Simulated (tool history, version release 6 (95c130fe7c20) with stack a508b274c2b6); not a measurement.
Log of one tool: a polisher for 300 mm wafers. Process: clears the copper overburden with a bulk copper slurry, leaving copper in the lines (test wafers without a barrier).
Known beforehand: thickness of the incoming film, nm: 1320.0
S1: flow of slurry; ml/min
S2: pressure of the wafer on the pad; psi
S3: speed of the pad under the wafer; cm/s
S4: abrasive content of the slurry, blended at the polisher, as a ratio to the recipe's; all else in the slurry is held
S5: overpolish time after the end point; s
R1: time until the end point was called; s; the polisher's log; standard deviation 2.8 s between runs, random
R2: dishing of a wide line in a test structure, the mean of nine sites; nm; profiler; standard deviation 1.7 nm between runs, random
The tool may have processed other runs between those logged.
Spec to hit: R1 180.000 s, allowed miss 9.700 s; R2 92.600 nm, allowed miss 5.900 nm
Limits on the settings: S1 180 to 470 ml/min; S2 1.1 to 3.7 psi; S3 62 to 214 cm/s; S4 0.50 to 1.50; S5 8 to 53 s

{"run": 1, "day": 0.0, "S1": 300, "S2": 2.4, "S3": 138, "S4": 1.0, "S5": 27, "R1": 86.137, "R2": 113.1}
{"run": 2, "day": 0.121, "S1": 240, "S2": 2.4, "S3": 138, "S4": 1.0, "S5": 27, "R1": 90.986, "R2": 106.26}
{"run": 3, "day": 0.45, "S1": 240, "S2": 2.4, "S3": 118, "S4": 1.0, "S5": 27, "R1": 104.06, "R2": 109.33}
{"run": 4, "day": 0.488, "S1": 285, "S2": 2.4, "S3": 118, "S4": 1.0, "S5": 27, "R1": 101.1, "R2": 108.59}
{"run": 5, "day": 0.738, "S1": 285, "S2": 1.9, "S3": 118, "S4": 1.0, "S5": 27, "R1": 127.72, "R2": 91.885}
{"run": 6, "day": 0.883, "S1": 285, "S2": 2.3, "S3": 118, "S4": 1.0, "S5": 27, "R1": 106.54, "R2": 106.26}
{"run": 7, "day": 1.246, "S1": 290, "S2": 2.1, "S3": 112, "S4": 1.0, "S5": 31, "R1": 120.36, "R2": 103.4}
{"run": 8, "day": 1.588, "S1": 290, "S2": 1.9, "S3": 108, "S4": 1.0, "S5": 34, "R1": 136.36, "R2": 95.705}
{"run": 9, "day": 1.888, "S1": 290, "S2": 1.9, "S3": 108, "S4": 1.0, "S5": 34, "R1": 133.09, "R2": 96.978}
{"run": 10, "day": 2.012, "S1": 295, "S2": 1.8, "S3": 102, "S4": 1.0, "S5": 38, "R1": 148.17, "R2": 95.887}

Which one of the following 5 next-run settings gets every result inside its allowed miss? There is exactly one.
{"run": "A", "day": 2.138, "S1": 285, "S2": 1.9, "S3": 70, "S4": 1.1, "S5": 47, "R1": "?", "R2": "?"}
{"run": "B", "day": 2.138, "S1": 290, "S2": 2.1, "S3": 100, "S4": 1.05, "S5": 29, "R1": "?", "R2": "?"}
{"run": "C", "day": 2.138, "S1": 285, "S2": 1.7, "S3": 144, "S4": 1.35, "S5": 24, "R1": "?", "R2": "?"}
{"run": "D", "day": 2.138, "S1": 365, "S2": 1.7, "S3": 88, "S4": 0.95, "S5": 42, "R1": "?", "R2": "?"}
{"run": "E", "day": 2.138, "S1": 285, "S2": 1.9, "S3": 94, "S4": 0.95, "S5": 36, "R1": "?", "R2": "?"}

move=A R1=200.680 R2=97.712
move=B R1=133.580 R2=97.635
move=C R1=107.950 R2=93.112
move=D R1=179.100 R2=94.756
move=E R1=156.610 R2=97.094
A: pushes the last run's worst result past its target
B: misses by more than the last run did
C: misses by more than the last run did
D: all results land within tolerance of their targets
E: closer than the last run, but not yet in spec
The move that meets every target is D.

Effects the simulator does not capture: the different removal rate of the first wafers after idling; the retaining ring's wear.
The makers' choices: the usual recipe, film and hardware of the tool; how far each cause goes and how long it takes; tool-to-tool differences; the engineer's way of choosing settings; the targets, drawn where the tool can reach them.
